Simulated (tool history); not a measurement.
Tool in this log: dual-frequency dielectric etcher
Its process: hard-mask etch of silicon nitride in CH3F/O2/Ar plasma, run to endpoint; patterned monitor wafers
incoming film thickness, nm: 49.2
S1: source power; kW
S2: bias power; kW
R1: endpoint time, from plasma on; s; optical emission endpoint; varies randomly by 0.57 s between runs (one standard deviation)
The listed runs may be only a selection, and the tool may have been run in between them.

run,day,S1,S2,R1
1,0.000,0.290,0.095,78.122
2,0.204,0.290,0.107,74.436
3,0.292,0.290,0.095,77.889
4,0.425,0.290,0.084,84.489
5,0.483,0.290,0.068,90.640
6,0.750,0.240,0.068,95.673

Run 7 has not been measured yet. What should we expect?
7,0.879,0.280,0.082,?

R1: 83.871 s

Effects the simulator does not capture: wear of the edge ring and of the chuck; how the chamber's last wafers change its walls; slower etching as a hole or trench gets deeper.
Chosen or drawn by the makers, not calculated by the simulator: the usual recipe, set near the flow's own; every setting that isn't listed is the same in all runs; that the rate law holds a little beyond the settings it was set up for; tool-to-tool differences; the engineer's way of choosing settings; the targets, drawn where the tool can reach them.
